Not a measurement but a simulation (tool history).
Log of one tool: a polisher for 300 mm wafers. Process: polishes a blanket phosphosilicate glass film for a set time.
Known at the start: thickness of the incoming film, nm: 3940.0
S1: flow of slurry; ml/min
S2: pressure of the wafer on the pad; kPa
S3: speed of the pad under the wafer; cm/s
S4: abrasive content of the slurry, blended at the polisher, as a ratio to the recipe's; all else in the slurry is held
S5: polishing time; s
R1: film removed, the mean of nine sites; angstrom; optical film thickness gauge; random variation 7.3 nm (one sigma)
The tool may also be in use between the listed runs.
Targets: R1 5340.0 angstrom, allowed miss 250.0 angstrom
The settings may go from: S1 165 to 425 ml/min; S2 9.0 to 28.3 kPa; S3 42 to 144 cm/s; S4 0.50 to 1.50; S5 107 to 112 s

run 1 day=0.000 | S1=275 S2=18.6 S3=92 S4=1.00 S5=107 | R1=7248.0
run 2 day=0.096 | S1=275 S2=18.6 S3=92 S4=1.00 S5=107 | R1=7278.4
run 3 day=0.458 | S1=275 S2=22.1 S3=92 S4=1.00 S5=107 | R1=8484.8
run 4 day=0.504 | S1=275 S2=19.3 S3=90 S4=1.00 S5=107 | R1=7297.2
run 5 day=0.858 | S1=275 S2=22.1 S3=90 S4=1.00 S5=107 | R1=8312.0
run 6 day=1.050 | S1=275 S2=19.3 S3=88 S4=1.00 S5=107 | R1=7164.2
run 7 day=1.200 | S1=275 S2=17.2 S3=86 S4=1.00 S5=107 | R1=6417.6
run 8 day=1.354 | S1=275 S2=15.9 S3=86 S4=1.00 S5=107 | R1=5899.5
run 9 day=1.567 | S1=275 S2=15.2 S3=86 S4=1.00 S5=107 | R1=5689.4

4 next moves are on the table. One of them brings every result within its allowed miss. Which?
run A day=1.779 | S1=225 S2=15.9 S3=70 S4=1.05 S5=107 | R1=?
run B day=1.779 | S1=280 S2=15.2 S3=84 S4=1.20 S5=110 | R1=?
run C day=1.779 | S1=335 S2=15.2 S3=98 S4=0.95 S5=107 | R1=?
run D day=1.779 | S1=280 S2=15.9 S3=88 S4=1.00 S5=110 | R1=?

move=A R1=5307.1
move=B R1=6301.6
move=C R1=6151.7
move=D R1=6236.4
A: meets every target
B: further off than the last run
C: further off than the last run
D: further off than the last run
Move A is the one to make.
